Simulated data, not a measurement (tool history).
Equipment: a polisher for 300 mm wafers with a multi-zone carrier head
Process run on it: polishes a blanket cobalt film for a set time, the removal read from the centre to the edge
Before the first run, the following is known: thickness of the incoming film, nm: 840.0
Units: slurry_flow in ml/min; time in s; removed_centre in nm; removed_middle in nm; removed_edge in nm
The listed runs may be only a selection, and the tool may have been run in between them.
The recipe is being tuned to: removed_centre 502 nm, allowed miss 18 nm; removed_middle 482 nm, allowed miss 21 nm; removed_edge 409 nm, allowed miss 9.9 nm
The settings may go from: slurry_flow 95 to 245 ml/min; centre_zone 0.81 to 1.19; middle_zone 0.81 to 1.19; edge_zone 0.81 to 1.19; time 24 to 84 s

{"run": 1, "hour": 0.0, "slurry_flow": 155, "centre_zone": 1, "middle_zone": 1, "edge_zone": 1, "time": 54, "removed_centre": 284, "removed_middle": 282.72, "removed_edge": 283.95}
{"run": 2, "hour": 1.3, "slurry_flow": 165, "centre_zone": 1.03, "middle_zone": 1.03, "edge_zone": 1.01, "time": 56, "removed_centre": 303.92, "removed_middle": 298.59, "removed_edge": 295.71}
{"run": 3, "hour": 6.6, "slurry_flow": 165, "centre_zone": 1.11, "middle_zone": 1.03, "edge_zone": 1.01, "time": 56, "removed_centre": 330.91, "removed_middle": 303.6, "removed_edge": 300.38}
{"run": 4, "hour": 11.8, "slurry_flow": 175, "centre_zone": 1.12, "middle_zone": 1.05, "edge_zone": 1.01, "time": 58, "removed_centre": 349.64, "removed_middle": 324.54, "removed_edge": 310.53}
{"run": 5, "hour": 14.1, "slurry_flow": 175, "centre_zone": 1.12, "middle_zone": 0.98, "edge_zone": 1.01, "time": 58, "removed_centre": 348.82, "removed_middle": 304.27, "removed_edge": 315.25}
{"run": 6, "hour": 16.5, "slurry_flow": 175, "centre_zone": 1.12, "middle_zone": 0.92, "edge_zone": 1.01, "time": 58, "removed_centre": 352.61, "removed_middle": 288.66, "removed_edge": 313.09}
{"run": 7, "hour": 23.8, "slurry_flow": 185, "centre_zone": 1.13, "middle_zone": 0.96, "edge_zone": 1, "time": 60, "removed_centre": 365.88, "removed_middle": 309.73, "removed_edge": 321.4}
{"run": 8, "hour": 26.5, "slurry_flow": 230, "centre_zone": 1.19, "middle_zone": 1.06, "edge_zone": 0.95, "time": 75, "removed_centre": 508.87, "removed_middle": 454.4, "removed_edge": 401.25}
{"run": 9, "hour": 28.4, "slurry_flow": 230, "centre_zone": 1.19, "middle_zone": 1.07, "edge_zone": 0.95, "time": 75, "removed_centre": 501.87, "removed_middle": 453, "removed_edge": 405.41}
{"hour": 32.5, "done": "slurry nozzle cleaned"}
{"run": 10, "hour": 32.5, "slurry_flow": 230, "centre_zone": 1.19, "middle_zone": 1.08, "edge_zone": 0.95, "time": 75, "removed_centre": 529.41, "removed_middle": 479.92, "removed_edge": 422.34}
{"run": 11, "hour": 35.3, "slurry_flow": 230, "centre_zone": 1.18, "middle_zone": 1.08, "edge_zone": 0.94, "time": 75, "removed_centre": 535.01, "removed_middle": 475.79, "removed_edge": 419.36}
{"run": 12, "hour": 38.4, "slurry_flow": 230, "centre_zone": 1.18, "middle_zone": 1.09, "edge_zone": 0.95, "time": 75, "removed_centre": 535.81, "removed_middle": 475.71, "removed_edge": 414.83}

Below are 5 possible settings for the next run. Only one of them brings all results inside the allowed miss of their targets. Which is it?
{"run": "A", "hour": 41.5, "slurry_flow": 245, "centre_zone": 1.16, "middle_zone": 1.13, "edge_zone": 0.96, "time": 72, "removed_centre": "?", "removed_middle": "?", "removed_edge": "?"}
{"run": "B", "hour": 41.5, "slurry_flow": 215, "centre_zone": 1.19, "middle_zone": 1.11, "edge_zone": 0.87, "time": 78, "removed_centre": "?", "removed_middle": "?", "removed_edge": "?"}
{"run": "C", "hour": 41.5, "slurry_flow": 205, "centre_zone": 1.01, "middle_zone": 0.97, "edge_zone": 1, "time": 75, "removed_centre": "?", "removed_middle": "?", "removed_edge": "?"}
{"run": "D", "hour": 41.5, "slurry_flow": 240, "centre_zone": 1.19, "middle_zone": 1.12, "edge_zone": 0.92, "time": 74, "removed_centre": "?", "removed_middle": "?", "removed_edge": "?"}
{"run": "E", "hour": 41.5, "slurry_flow": 230, "centre_zone": 1.19, "middle_zone": 1.11, "edge_zone": 0.92, "time": 70, "removed_centre": "?", "removed_middle": "?", "removed_edge": "?"}

move=A removed_centre=507.68 removed_middle=479.11 removed_edge=409.41
move=B removed_centre=555.18 removed_middle=503.74 removed_edge=419.34
move=C removed_centre=449.32 removed_middle=429.91 removed_edge=429.33
move=D removed_centre=534.01 removed_middle=487.53 removed_edge=411.84
move=E removed_centre=502.49 removed_middle=455.51 removed_edge=388.28
A: each result inside its tolerance
B: its largest miss is bigger than the last run's
C: pushes the last run's worst result past its target
D: better than the last run, though not everything is in spec
E: gets the furthest-off result to its target, but another result is out of tolerance
A meets every target.
